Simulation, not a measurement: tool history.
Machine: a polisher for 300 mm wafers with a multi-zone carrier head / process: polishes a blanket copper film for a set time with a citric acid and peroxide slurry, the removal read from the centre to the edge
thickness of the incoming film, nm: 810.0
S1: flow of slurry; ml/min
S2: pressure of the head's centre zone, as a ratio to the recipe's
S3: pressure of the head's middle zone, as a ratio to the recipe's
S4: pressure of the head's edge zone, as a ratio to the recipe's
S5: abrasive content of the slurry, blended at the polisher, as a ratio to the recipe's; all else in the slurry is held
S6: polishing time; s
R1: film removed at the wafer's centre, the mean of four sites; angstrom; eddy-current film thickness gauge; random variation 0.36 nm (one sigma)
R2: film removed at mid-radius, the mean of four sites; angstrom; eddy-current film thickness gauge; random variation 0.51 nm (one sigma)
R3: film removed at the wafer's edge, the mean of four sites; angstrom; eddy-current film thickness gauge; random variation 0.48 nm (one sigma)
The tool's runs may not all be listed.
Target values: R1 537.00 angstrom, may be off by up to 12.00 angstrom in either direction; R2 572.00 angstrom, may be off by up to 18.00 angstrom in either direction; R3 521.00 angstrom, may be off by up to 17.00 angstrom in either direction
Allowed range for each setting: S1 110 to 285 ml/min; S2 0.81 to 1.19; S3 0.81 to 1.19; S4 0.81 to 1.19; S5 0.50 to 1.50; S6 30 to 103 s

run 1 hour=0.0 | S1=180 S2=1.00 S3=1.00 S4=1.00 S5=1.00 S6=66 | R1=718.32 R2=792.48 R3=778.84
run 2 hour=5.1 | S1=180 S2=1.00 S3=1.00 S4=1.00 S5=1.00 S6=57 | R1=626.23 R2=682.06 R3=663.44
run 3 hour=12.7 | S1=175 S2=1.00 S3=1.00 S4=0.97 S5=0.90 S6=57 | R1=612.12 R2=670.21 R3=644.11
run 4 hour=20.3 | S1=175 S2=1.00 S3=1.00 S4=0.94 S5=0.85 S6=56 | R1=593.11 R2=646.84 R3=620.40
run 5 hour=28.1 | S1=175 S2=1.00 S3=1.00 S4=0.94 S5=0.85 S6=66 | R1=698.79 R2=769.89 R3=735.16
run 6 hour=34.7 | S1=175 S2=1.07 S3=1.00 S4=0.94 S5=0.85 S6=66 | R1=754.33 R2=775.64 R3=732.35
run 7 hour=43.6 | S1=180 S2=1.06 S3=1.00 S4=0.92 S5=0.80 S6=63 | R1=704.97 R2=730.63 R3=684.40
run 8 hour=46.1 | S1=180 S2=1.05 S3=1.00 S4=0.90 S5=0.75 S6=61 | R1=673.72 R2=703.30 R3=652.26
run 9 hour=54.4 | S1=180 S2=1.04 S3=1.00 S4=0.89 S5=0.70 S6=59 | R1=645.34 R2=675.81 R3=637.62
-- hour=59.9 centre zone pressure recalibrated
run 10 hour=59.9 | S1=175 S2=1.04 S3=1.01 S4=0.88 S5=0.65 S6=57 | R1=669.73 R2=640.15 R3=582.01

Of the 5 settings listed for the next run, only one would bring every result within its allowed miss of target. Which one?
run A hour=65.4 | S1=155 S2=1.01 S3=1.11 S4=0.85 S5=0.85 S6=46 | R1=? R2=? R3=?
run B hour=65.4 | S1=110 S2=1.04 S3=1.06 S4=0.92 S5=0.90 S6=50 | R1=? R2=? R3=?
run C hour=65.4 | S1=160 S2=0.96 S3=0.92 S4=0.85 S5=1.10 S6=47 | R1=? R2=? R3=?
run D hour=65.4 | S1=240 S2=0.96 S3=1.01 S4=0.88 S5=0.75 S6=47 | R1=? R2=? R3=?
run E hour=65.4 | S1=185 S2=0.98 S3=1.05 S4=0.81 S5=0.80 S6=47 | R1=? R2=? R3=?

move=A R1=532.93 R2=577.68 R3=490.67
move=B R1=562.65 R2=573.76 R3=534.36
move=C R1=540.41 R2=526.57 R3=524.70
move=D R1=541.86 R2=567.12 R3=522.56
move=E R1=538.68 R2=572.62 R3=496.52
A: puts the biggest miss on target and leaves a different result outside tolerance
B: closes in on the targets versus the last run, not all within tolerance yet
C: puts the biggest miss on target and leaves a different result outside tolerance
D: in spec on every target
E: puts the biggest miss on target and leaves a different result outside tolerance
Go with D: it meets all targets.
